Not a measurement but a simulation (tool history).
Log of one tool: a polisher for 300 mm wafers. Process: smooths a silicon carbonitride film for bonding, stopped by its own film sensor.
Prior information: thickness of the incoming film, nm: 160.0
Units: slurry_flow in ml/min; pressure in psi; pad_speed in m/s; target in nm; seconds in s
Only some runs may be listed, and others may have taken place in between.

run 1 hour=0 | slurry_flow=125 pressure=1.6 pad_speed=1.08 slurry_solids=1 target=146 | seconds=85.884
run 2 hour=7.4 | slurry_flow=125 pressure=2 pad_speed=1.08 slurry_solids=1 target=146 | seconds=73.084
run 3 hour=9.4 | slurry_flow=125 pressure=2 pad_speed=1.08 slurry_solids=1 target=146 | seconds=72.053
run 4 hour=12.2 | slurry_flow=125 pressure=2 pad_speed=1.08 slurry_solids=0.9 target=146 | seconds=74.84
run 5 hour=18.5 | slurry_flow=130 pressure=2.1 pad_speed=1.08 slurry_solids=0.9 target=146 | seconds=71.429
run 6 hour=22.8 | slurry_flow=130 pressure=2.1 pad_speed=1.08 slurry_solids=0.9 target=146 | seconds=72.459
run 7 hour=31.5 | slurry_flow=130 pressure=2.2 pad_speed=1.08 slurry_solids=0.9 target=146 | seconds=68.538

Forecast run 8:
run 8 hour=35.1 | slurry_flow=135 pressure=2.2 pad_speed=1.08 slurry_solids=0.9 target=146 | seconds=?

Logged for run 8: seconds 68.314 s.

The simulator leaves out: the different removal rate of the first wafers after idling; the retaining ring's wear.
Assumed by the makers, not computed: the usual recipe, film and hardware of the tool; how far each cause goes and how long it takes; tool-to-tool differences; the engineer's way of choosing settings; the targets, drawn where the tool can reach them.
